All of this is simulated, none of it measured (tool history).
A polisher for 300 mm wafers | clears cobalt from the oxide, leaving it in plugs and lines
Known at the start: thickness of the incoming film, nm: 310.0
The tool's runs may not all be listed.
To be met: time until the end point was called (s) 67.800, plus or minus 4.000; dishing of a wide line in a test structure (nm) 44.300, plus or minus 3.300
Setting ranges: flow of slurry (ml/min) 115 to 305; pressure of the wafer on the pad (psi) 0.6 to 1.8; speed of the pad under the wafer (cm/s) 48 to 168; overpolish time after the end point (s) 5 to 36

run	hour	flow of slurry (ml/min)	pressure of the wafer on the pad (psi)	speed of the pad under the wafer (cm/s)	overpolish time after the end point (s)	time until the end point was called (s)	dishing of a wide line in a test structure (nm)
1	0.0	195	1.2	108	18	103.220	35.787
2	5.1	195	1.2	124	18	88.086	37.822
3	13.2	220	1.2	124	18	87.726	39.281
4	19.0	220	1.2	124	12	88.184	30.160
5	21.9	220	1.5	124	12	71.329	34.025
6	27.9	220	1.5	124	9	69.969	28.122
7	32.5	220	1.5	126	12	70.952	34.955
8	37.9	220	1.5	126	13	71.852	36.866
9	40.6	220	1.5	126	14	70.633	38.113

4 next moves are on the table. One of them brings every result within its allowed miss. Which?
A	43.3	270	1.5	130	17	?	?
B	43.3	180	1.6	124	11	?	?
C	43.3	190	1.6	124	12	?	?
D	43.3	185	1.3	138	15	?	?

move	time until the end point was called (s)	dishing of a wide line in a test structure (nm)
A	65.932	43.376
B	68.591	32.854
C	68.076	34.927
D	73.276	38.277
A: meets every target
B: the biggest miss grows against the last run
C: the biggest miss grows against the last run
D: about as far from the targets as the last run
Go with A: it meets all targets.
